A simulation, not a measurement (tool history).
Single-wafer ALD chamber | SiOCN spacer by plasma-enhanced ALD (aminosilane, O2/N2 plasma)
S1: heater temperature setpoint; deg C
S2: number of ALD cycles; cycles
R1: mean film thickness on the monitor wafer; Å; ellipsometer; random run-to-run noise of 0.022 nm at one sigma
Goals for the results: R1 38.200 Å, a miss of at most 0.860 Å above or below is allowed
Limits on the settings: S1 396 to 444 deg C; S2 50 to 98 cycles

run  hour   S1  S2      R1
  1   0.0  420  74  41.824
  2   3.2  420  81  45.712
  3  11.1  420  86  48.733
  4  16.3  413  86  49.576
  5  19.3  415  82  46.963
  6  24.5  417  79  44.650
  7  31.3  418  76  42.815
  8  35.7  418  76  42.742

Next run, 5 choices. One meets every target within its allowed miss, the rest don't. Which?
  A  40.1  423  68   ?
  B  40.1  426  72   ?
  C  40.1  419  72   ?
  D  40.1  420  71   ?
  E  40.1  400  68   ?

move      R1
   A  38.174
   B  40.018
   C  40.955
   D  40.254
   E  41.014
A: in spec on every target
B: closes in on the targets versus the last run, not all within tolerance yet
C: closes in on the targets versus the last run, not all within tolerance yet
D: closes in on the targets versus the last run, not all within tolerance yet
E: closes in on the targets versus the last run, not all within tolerance yet
Move A is the one to make.

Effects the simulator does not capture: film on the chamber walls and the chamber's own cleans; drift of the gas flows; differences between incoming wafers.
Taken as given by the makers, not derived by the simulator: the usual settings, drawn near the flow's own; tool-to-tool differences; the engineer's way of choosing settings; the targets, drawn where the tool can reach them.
